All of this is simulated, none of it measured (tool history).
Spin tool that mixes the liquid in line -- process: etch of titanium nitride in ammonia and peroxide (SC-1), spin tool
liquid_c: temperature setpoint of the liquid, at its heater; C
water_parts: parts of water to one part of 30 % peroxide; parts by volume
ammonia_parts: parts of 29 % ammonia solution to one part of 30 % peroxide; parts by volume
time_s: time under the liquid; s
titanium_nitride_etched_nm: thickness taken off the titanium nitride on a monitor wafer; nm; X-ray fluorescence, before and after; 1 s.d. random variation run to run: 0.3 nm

| run | hour | liquid_c | water_parts | ammonia_parts | time_s | titanium_nitride_etched_nm |
|---|---|---|---|---|---|---|
| 1 | 0.0 | 52.0 | 11.0 | 0.6 | 260 | 18.303 |
| 2 | 4.4 | 56.5 | 10.5 | 0.6 | 260 | 25.558 |
| 3 | 11.6 | 61.0 | 10.5 | 0.6 | 260 | 34.249 |
| 4 | 20.5 | 63.0 | 10.0 | 0.6 | 260 | 40.125 |
| 5 | 28.1 | 63.0 | 6.0 | 0.6 | 260 | 51.737 |
| 6 | 36.8 | 63.5 | 6.0 | 0.6 | 260 | 53.933 |

Estimate the outcome of run 7 from the log above:
| 7 | 43.0 | 64.0 | 6.0 | 0.6 | 260 | ? |

titanium_nitride_etched_nm: 54.894 nm
